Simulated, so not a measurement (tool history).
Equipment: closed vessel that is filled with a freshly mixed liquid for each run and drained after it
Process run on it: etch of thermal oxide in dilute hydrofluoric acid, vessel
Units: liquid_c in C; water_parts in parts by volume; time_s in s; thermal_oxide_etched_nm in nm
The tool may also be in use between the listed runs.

| run | hour | liquid_c | water_parts | time_s | thermal_oxide_etched_nm |
|---|---|---|---|---|---|
| 1 | 0.0 | 20.0 | 75 | 140 | 7.4037 |
| 2 | 8.2 | 21.5 | 65 | 140 | 9.3582 |
| 3 | 16.3 | 21.5 | 75 | 140 | 8.0228 |
| 4 | 24.2 | 21.5 | 90 | 140 | 6.6048 |
| 5 | 31.9 | 23.0 | 90 | 140 | 6.9968 |
| 6 | 32.4 | 23.0 | 115 | 140 | 5.3002 |

The next listed run, before its measurement:
| 7 | 36.3 | 24.0 | 95 | 140 | ? |

Run 7 measured thermal_oxide_etched_nm 6.7753 nm.
